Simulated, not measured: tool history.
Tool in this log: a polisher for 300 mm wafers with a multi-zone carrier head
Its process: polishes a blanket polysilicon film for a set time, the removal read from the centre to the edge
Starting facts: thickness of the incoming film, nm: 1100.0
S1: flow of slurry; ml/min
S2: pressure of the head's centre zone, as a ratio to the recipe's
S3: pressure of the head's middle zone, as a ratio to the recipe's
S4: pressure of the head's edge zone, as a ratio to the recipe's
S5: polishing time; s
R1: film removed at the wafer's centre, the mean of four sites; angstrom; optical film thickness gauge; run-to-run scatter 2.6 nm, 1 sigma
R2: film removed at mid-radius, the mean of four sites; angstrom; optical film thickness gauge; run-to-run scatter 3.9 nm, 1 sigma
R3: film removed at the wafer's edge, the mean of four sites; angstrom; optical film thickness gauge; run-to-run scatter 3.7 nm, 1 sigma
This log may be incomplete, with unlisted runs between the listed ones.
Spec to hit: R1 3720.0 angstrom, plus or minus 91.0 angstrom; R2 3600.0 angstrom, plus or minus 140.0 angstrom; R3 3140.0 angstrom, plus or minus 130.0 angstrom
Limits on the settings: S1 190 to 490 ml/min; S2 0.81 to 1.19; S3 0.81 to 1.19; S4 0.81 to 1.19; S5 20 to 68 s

run	hour	S1	S2	S3	S4	S5	R1	R2	R3
1	0.0	315	1.00	1.00	1.00	44	3739.0	3731.0	3748.1
2	4.0	315	1.00	1.00	0.94	44	3709.5	3685.5	3589.4
3	10.5	315	1.00	1.00	0.99	44	3709.9	3690.1	3739.0
4	15.6	315	1.01	1.01	0.96	44	3773.6	3725.2	3632.0
5	24.0	310	1.01	1.01	0.93	44	3725.6	3745.3	3635.0
6	27.7	310	1.01	1.01	0.93	39	3333.0	3384.2	3176.5
7	35.1	320	1.02	1.02	0.92	39	3357.8	3425.0	3203.5
8	40.4	325	1.04	1.03	0.91	39	3425.1	3386.6	3116.4
9	45.1	325	1.05	1.04	0.91	39	3471.1	3424.4	3211.9
10	50.2	330	1.06	1.05	0.89	39	3483.3	3457.1	3106.8
11	51.0	330	1.06	1.05	0.89	39	3498.3	3413.5	3115.1

Which of these 5 next moves meets every target?
A	51.8	285	1.01	1.14	0.91	40	?	?	?
B	51.8	220	1.08	1.18	0.91	38	?	?	?
C	51.8	350	1.05	1.00	1.02	37	?	?	?
D	51.8	290	1.19	0.96	0.89	37	?	?	?
E	51.8	315	1.09	1.06	0.84	40	?	?	?

move	R1	R2	R3
A	3349.6	3778.8	3250.1
B	3292.2	3586.4	3015.9
C	3287.7	3185.1	3226.5
D	3657.3	3023.0	2987.1
E	3654.4	3584.4	3161.4
A: its largest miss is bigger than the last run's
B: its largest miss is bigger than the last run's
C: its largest miss is bigger than the last run's
D: brings the result that was furthest off to its target, and leaves another outside
E: all results land within tolerance of their targets
E is the move that brings every result within its allowed miss.

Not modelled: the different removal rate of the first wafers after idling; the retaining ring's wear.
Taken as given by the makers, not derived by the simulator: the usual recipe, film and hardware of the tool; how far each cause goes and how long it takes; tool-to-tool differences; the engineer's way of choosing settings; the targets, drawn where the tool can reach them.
